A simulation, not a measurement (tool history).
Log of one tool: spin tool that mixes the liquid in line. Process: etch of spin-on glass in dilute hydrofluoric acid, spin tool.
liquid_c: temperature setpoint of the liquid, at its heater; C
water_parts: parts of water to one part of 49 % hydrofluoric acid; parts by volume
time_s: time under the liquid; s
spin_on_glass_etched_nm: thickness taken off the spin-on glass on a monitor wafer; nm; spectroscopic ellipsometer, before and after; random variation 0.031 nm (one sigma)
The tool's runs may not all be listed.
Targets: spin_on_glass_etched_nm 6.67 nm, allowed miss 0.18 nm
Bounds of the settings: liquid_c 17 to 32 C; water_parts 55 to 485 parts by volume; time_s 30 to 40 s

| run | hour | liquid_c | water_parts | time_s | spin_on_glass_etched_nm |
|---|---|---|---|---|---|
| 1 | 0 | 24 | 270 | 40 | 3.515 |
| 2 | 6.1 | 25 | 255 | 40 | 3.9105 |
| 3 | 10.2 | 26 | 245 | 40 | 4.2618 |
| 4 | 16.9 | 26 | 245 | 30 | 3.216 |
| 5 | 25.9 | 26 | 215 | 30 | 3.7502 |
| 6 | 28.4 | 23.5 | 215 | 30 | 3.4147 |
| 7 | 33.1 | 27.5 | 120 | 30 | 7.988 |
| 8 | 36.1 | 27 | 120 | 30 | 7.7657 |
| 9 | 42.9 | 26.5 | 120 | 30 | 7.7134 |
| 10 | 45.5 | 26 | 120 | 30 | 7.5471 |
| 11 | 54.6 | 25.5 | 120 | 30 | 7.4391 |
| 12 | 58.5 | 25 | 120 | 30 | 7.2727 |
| 13 | 65.5 | 24.5 | 120 | 30 | 7.1426 |
| 14 | 74.1 | 24 | 120 | 30 | 6.9998 |

Which of these 4 next moves meets every target?
| A | 82.7 | 24 | 150 | 40 | ? |
| B | 82.7 | 21 | 145 | 40 | ? |
| C | 82.7 | 26 | 145 | 35 | ? |
| D | 82.7 | 21 | 135 | 40 | ? |

| move | spin_on_glass_etched_nm |
|---|---|
| A | 7.137 |
| B | 6.6068 |
| C | 7.0101 |
| D | 7.1732 |
A: further off than the last run
B: meets every target
C: as far off as the last run
D: further off than the last run
The right move is B.

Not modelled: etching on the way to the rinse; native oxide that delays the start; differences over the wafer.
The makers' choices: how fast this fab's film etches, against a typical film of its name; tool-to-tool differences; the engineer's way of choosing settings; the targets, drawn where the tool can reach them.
